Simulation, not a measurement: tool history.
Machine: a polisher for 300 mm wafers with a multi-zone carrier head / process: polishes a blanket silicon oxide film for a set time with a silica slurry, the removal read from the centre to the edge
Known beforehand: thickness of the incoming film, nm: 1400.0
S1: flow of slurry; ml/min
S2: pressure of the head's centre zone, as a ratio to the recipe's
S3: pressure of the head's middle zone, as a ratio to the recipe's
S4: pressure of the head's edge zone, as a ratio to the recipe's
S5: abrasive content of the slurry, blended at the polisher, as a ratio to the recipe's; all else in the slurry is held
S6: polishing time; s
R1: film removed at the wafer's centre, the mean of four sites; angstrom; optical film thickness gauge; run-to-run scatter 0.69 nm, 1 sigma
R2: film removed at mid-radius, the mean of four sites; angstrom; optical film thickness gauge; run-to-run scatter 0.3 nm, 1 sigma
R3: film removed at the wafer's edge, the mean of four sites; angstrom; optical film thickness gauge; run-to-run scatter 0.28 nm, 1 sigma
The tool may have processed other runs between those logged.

Run 1, hour 0: S1 265 ml/min, S2 1, S3 1, S4 1, S5 1, S6 32 s. Result: R1 685.34 angstrom, R2 648.84 angstrom, R3 667.25 angstrom.
Run 2, hour 8.7: S1 320 ml/min, S2 1, S3 1, S4 1, S5 1, S6 32 s. Result: R1 680.6 angstrom, R2 655.65 angstrom, R3 680.21 angstrom.
Run 3, hour 14.5: S1 320 ml/min, S2 1, S3 1, S4 0.92, S5 1, S6 32 s. Result: R1 688.04 angstrom, R2 655.51 angstrom, R3 653.26 angstrom.
Run 4, hour 22.8: S1 320 ml/min, S2 1.06, S3 1, S4 0.92, S5 1, S6 32 s. Result: R1 744.74 angstrom, R2 667.48 angstrom, R3 653.55 angstrom.
Run 5, hour 26.8: S1 320 ml/min, S2 1.06, S3 1, S4 0.97, S5 1, S6 32 s. Result: R1 744.02 angstrom, R2 662.8 angstrom, R3 667.31 angstrom.
Run 6, hour 33.9: S1 260 ml/min, S2 1.06, S3 1, S4 0.97, S5 1, S6 32 s. Result: R1 735.76 angstrom, R2 651.1 angstrom, R3 648.68 angstrom.

Run 7, settings as shown, results not yet in. Your forecast:
Run 7, hour 41.3: S1 250 ml/min, S2 1.06, S3 0.97, S4 0.95, S5 0.9, S6 32 s. Result: R1 ?, R2 ?, R3 ?.

Run 7 came out at R1 671.39 angstrom, R2 588.6 angstrom, R3 605.5 angstrom.
